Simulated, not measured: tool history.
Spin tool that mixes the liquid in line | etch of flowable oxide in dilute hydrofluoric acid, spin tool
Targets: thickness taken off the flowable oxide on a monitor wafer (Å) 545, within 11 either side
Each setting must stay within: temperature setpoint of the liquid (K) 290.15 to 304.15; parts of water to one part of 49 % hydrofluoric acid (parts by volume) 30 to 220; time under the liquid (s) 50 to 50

run,day,temperature setpoint of the liquid (K),parts of water to one part of 49 % hydrofluoric acid (parts by volume),time under the liquid (s),thickness taken off the flowable oxide on a monitor wafer (Å)
1,0,296.15,125,50,281.28
2,0.067,296.15,125,50,279.72
3,0.317,298.15,115,50,331.97
4,0.396,299.65,110,50,373.17
# day 0.562: hydrofluoric acid flow meter replaced
5,0.562,297.65,110,50,322.38
6,0.9,297.65,110,50,322.93
7,1.242,299.15,105,50,365.09
8,1.358,300.15,100,50,398.41
9,1.496,301.15,95,50,438.86
10,1.867,301.65,95,50,442.9
11,2.117,304.15,80,50,592.35
12,2.329,303.65,80,50,581.38
13,2.617,303.15,80,50,574.96
14,2.696,302.65,80,50,564.51

Which single option among these 5 for the next run brings every result within its allowed miss of target? Just one does.
A,2.775,303.15,80,50,?
B,2.775,301.65,75,50,?
C,2.775,301.65,80,50,?
D,2.775,304.15,90,50,?
E,2.775,303.65,80,50,?

move,thickness taken off the flowable oxide on a monitor wafer (Å)
A,575.45
B,583.56
C,543.22
D,523.49
E,586.51
A: its largest miss is bigger than the last run's
B: its largest miss is bigger than the last run's
C: each result inside its tolerance
D: pushes the last run's worst result past its target
E: its largest miss is bigger than the last run's
The move that meets every target is C.
